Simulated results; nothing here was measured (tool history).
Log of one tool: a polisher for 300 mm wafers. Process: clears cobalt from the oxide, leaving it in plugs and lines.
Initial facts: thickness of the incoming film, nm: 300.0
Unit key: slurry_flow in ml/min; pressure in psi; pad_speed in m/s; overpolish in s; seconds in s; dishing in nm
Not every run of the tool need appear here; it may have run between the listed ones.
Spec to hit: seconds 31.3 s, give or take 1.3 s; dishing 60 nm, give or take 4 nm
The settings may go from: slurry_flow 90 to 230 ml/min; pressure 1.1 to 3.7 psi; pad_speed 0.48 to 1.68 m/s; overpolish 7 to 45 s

run 1 hour=0 | slurry_flow=150 pressure=2.4 pad_speed=1.08 overpolish=23 | seconds=41.337 dishing=60.489
run 2 hour=4 | slurry_flow=155 pressure=2.6 pad_speed=1.08 overpolish=21 | seconds=38.821 dishing=63.69
run 3 hour=5.8 | slurry_flow=165 pressure=2.6 pad_speed=1.08 overpolish=21 | seconds=38.595 dishing=62.489
run 4 hour=7.3 | slurry_flow=165 pressure=2.7 pad_speed=1.1 overpolish=17 | seconds=37.597 dishing=60.34
run 5 hour=15.7 | slurry_flow=165 pressure=2.2 pad_speed=1.1 overpolish=17 | seconds=44.112 dishing=56.457
run 6 hour=17.7 | slurry_flow=165 pressure=2.2 pad_speed=1.24 overpolish=17 | seconds=40.891 dishing=58.478
run 7 hour=26.6 | slurry_flow=165 pressure=2.4 pad_speed=1.26 overpolish=15 | seconds=37.024 dishing=60.681
run 8 hour=32.9 | slurry_flow=170 pressure=2.5 pad_speed=1.26 overpolish=13 | seconds=35.506 dishing=55.801
run 9 hour=35.5 | slurry_flow=170 pressure=2.6 pad_speed=1.26 overpolish=14 | seconds=33.784 dishing=59.622
run 10 hour=36.8 | slurry_flow=170 pressure=2.7 pad_speed=1.26 overpolish=14 | seconds=33.03 dishing=59.92

Exercise: of the 5 proposed moves below, exactly one satisfies all targets within the stated allowed misses. Which move is it?
run A hour=38.1 | slurry_flow=140 pressure=2.8 pad_speed=1.14 overpolish=15 | seconds=? dishing=?
run B hour=38.1 | slurry_flow=150 pressure=2.4 pad_speed=1.42 overpolish=17 | seconds=? dishing=?
run C hour=38.1 | slurry_flow=180 pressure=2.8 pad_speed=1.46 overpolish=14 | seconds=? dishing=?
run D hour=38.1 | slurry_flow=160 pressure=2.8 pad_speed=1.18 overpolish=15 | seconds=? dishing=?
run E hour=38.1 | slurry_flow=115 pressure=2.7 pad_speed=1.44 overpolish=13 | seconds=? dishing=?

move=A seconds=35.593 dishing=59.476
move=B seconds=34.677 dishing=61.883
move=C seconds=28.489 dishing=61.845
move=D seconds=34.029 dishing=60.231
move=E seconds=31.906 dishing=58.824
A: further off than the last run
B: further off than the last run
C: moves the result that the last run missed by most past its target, out the other side
D: further off than the last run
E: every result within its allowed miss
The right move is E.
